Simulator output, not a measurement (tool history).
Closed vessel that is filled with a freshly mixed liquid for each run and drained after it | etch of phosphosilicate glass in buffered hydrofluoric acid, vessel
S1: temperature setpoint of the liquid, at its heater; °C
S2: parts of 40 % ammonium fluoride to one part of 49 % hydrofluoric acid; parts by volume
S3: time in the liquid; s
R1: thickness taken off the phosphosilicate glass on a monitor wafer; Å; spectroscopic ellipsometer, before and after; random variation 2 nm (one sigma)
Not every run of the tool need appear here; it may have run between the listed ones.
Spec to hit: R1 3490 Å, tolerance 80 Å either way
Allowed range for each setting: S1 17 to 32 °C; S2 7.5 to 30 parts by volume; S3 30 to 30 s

Run 1, hour 0: S1 25 °C, S2 21 parts by volume, S3 30 s. Result: R1 1363.8 Å.
Run 2, hour 4.1: S1 25 °C, S2 21 parts by volume, S3 30 s. Result: R1 1361.9 Å.
Run 3, hour 10.8: S1 25 °C, S2 21 parts by volume, S3 30 s. Result: R1 1364 Å.
Run 4, hour 17.3: S1 25 °C, S2 21 parts by volume, S3 30 s. Result: R1 1365.8 Å.
Run 5, hour 23.4: S1 25 °C, S2 16.5 parts by volume, S3 30 s. Result: R1 1692.2 Å.
Run 6, hour 32.1: S1 25 °C, S2 22 parts by volume, S3 30 s. Result: R1 1323.2 Å.
Run 7, hour 37.4: S1 26.5 °C, S2 18.5 parts by volume, S3 30 s. Result: R1 1650 Å.
Run 8, hour 40.6: S1 28 °C, S2 16 parts by volume, S3 30 s. Result: R1 2074.4 Å.
Run 9, hour 48.4: S1 29 °C, S2 14.5 parts by volume, S3 30 s. Result: R1 2397.3 Å.
Run 10, hour 52.2: S1 29.5 °C, S2 13.5 parts by volume, S3 30 s. Result: R1 2641.1 Å.
Run 11, hour 58.3: S1 30 °C, S2 13 parts by volume, S3 30 s. Result: R1 2838.7 Å.
Run 12, hour 60.3: S1 30.5 °C, S2 12.5 parts by volume, S3 30 s. Result: R1 2996.5 Å.
Run 13, hour 62.5: S1 31 °C, S2 12.5 parts by volume, S3 30 s. Result: R1 3104.8 Å.
Run 14, hour 69.6: S1 31.5 °C, S2 12 parts by volume, S3 30 s. Result: R1 3303.8 Å.
Run 15, hour 74.5: S1 32 °C, S2 12 parts by volume, S3 30 s. Result: R1 3380.1 Å.

4 next moves are on the table. One of them brings every result within its allowed miss. Which?
Run A, hour 79.4: S1 28 °C, S2 8.5 parts by volume, S3 30 s. Result: R1 ?.
Run B, hour 79.4: S1 32 °C, S2 11 parts by volume, S3 30 s. Result: R1 ?.
Run C, hour 79.4: S1 32 °C, S2 11.5 parts by volume, S3 30 s. Result: R1 ?.
Run D, hour 79.4: S1 31 °C, S2 10.5 parts by volume, S3 30 s. Result: R1 ?.

move      R1
   A  3721.1
   B  3680.4
   C  3524.6
   D  3655.7
A: takes the biggest miss from the last run beyond its target
B: takes the biggest miss from the last run beyond its target
C: meets every target
D: takes the biggest miss from the last run beyond its target
The right move is C.
